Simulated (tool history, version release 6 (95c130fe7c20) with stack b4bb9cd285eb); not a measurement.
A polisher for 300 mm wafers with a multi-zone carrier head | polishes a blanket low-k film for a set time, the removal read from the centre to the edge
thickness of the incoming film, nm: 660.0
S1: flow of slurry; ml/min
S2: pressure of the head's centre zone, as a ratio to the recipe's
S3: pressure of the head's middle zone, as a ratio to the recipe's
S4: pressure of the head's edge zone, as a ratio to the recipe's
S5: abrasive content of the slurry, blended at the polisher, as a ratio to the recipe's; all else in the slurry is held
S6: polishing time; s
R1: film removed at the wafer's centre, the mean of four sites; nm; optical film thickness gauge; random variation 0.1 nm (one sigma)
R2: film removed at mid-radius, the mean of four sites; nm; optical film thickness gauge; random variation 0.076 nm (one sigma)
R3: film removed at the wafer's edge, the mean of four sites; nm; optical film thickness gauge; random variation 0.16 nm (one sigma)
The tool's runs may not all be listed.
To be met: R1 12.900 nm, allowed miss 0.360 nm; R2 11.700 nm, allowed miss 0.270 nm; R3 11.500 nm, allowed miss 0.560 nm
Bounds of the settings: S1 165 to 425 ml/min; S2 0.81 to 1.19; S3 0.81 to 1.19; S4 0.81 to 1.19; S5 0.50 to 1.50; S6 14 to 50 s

Run 1, hour 0.0: S1 275 ml/min, S2 1.00, S3 1.00, S4 1.00, S5 1.00, S6 32 s. Result: R1 15.432 nm, R2 15.114 nm, R3 14.915 nm.
Run 2, hour 4.8: S1 275 ml/min, S2 1.00, S3 1.00, S4 1.00, S5 0.85, S6 32 s. Result: R1 14.169 nm, R2 14.034 nm, R3 14.256 nm.
Run 3, hour 5.7: S1 275 ml/min, S2 1.00, S3 1.00, S4 0.96, S5 0.85, S6 32 s. Result: R1 14.491 nm, R2 14.040 nm, R3 13.605 nm.
Run 4, hour 13.8: S1 275 ml/min, S2 1.00, S3 1.00, S4 0.89, S5 0.85, S6 32 s. Result: R1 14.420 nm, R2 14.142 nm, R3 13.217 nm.
Run 5, hour 21.5: S1 270 ml/min, S2 1.00, S3 0.97, S4 0.87, S5 0.80, S6 32 s. Result: R1 13.768 nm, R2 13.635 nm, R3 12.943 nm.
Run 6, hour 25.6: S1 275 ml/min, S2 1.02, S3 0.95, S4 0.86, S5 0.75, S6 32 s. Result: R1 13.946 nm, R2 12.839 nm, R3 12.546 nm.
Run 7, hour 26.9: S1 270 ml/min, S2 1.02, S3 0.94, S4 0.85, S5 0.70, S6 32 s. Result: R1 13.410 nm, R2 12.365 nm, R3 11.991 nm.
Run 8, hour 29.3: S1 255 ml/min, S2 1.02, S3 0.93, S4 0.84, S5 0.70, S6 32 s. Result: R1 13.213 nm, R2 12.211 nm, R3 11.990 nm.
Run 9, hour 37.8: S1 250 ml/min, S2 1.02, S3 0.93, S4 0.83, S5 0.70, S6 32 s. Result: R1 13.168 nm, R2 12.111 nm, R3 11.960 nm.
Run 10, hour 43.1: S1 245 ml/min, S2 1.02, S3 0.93, S4 0.82, S5 0.70, S6 32 s. Result: R1 13.201 nm, R2 12.029 nm, R3 11.732 nm.
Run 11, hour 50.9: S1 235 ml/min, S2 1.02, S3 0.93, S4 0.82, S5 0.70, S6 32 s. Result: R1 13.024 nm, R2 12.107 nm, R3 11.599 nm.

Which of these 5 next moves meets every target?
Run A, hour 58.7: S1 275 ml/min, S2 1.01, S3 0.94, S4 0.92, S5 0.65, S6 33 s. Result: R1 ?, R2 ?, R3 ?.
Run B, hour 58.7: S1 195 ml/min, S2 1.04, S3 0.94, S4 0.85, S5 0.80, S6 30 s. Result: R1 ?, R2 ?, R3 ?.
Run C, hour 58.7: S1 330 ml/min, S2 0.92, S3 0.88, S4 0.90, S5 0.55, S6 37 s. Result: R1 ?, R2 ?, R3 ?.
Run D, hour 58.7: S1 230 ml/min, S2 1.06, S3 0.91, S4 0.84, S5 0.65, S6 33 s. Result: R1 ?, R2 ?, R3 ?.
Run E, hour 58.7: S1 280 ml/min, S2 1.09, S3 0.91, S4 0.82, S5 0.70, S6 31 s. Result: R1 ?, R2 ?, R3 ?.

move      R1      R2      R3
   A  13.349  12.391  12.152
   B  12.883  11.677  11.217
   C  12.960  12.521  12.773
   D  13.654  11.792  11.499
   E  13.995  11.717  11.247
A: further off than the last run
B: meets every target
C: further off than the last run
D: brings the result that was furthest off to its target, and leaves another outside
E: brings the result that was furthest off to its target, and leaves another outside
Answer: B
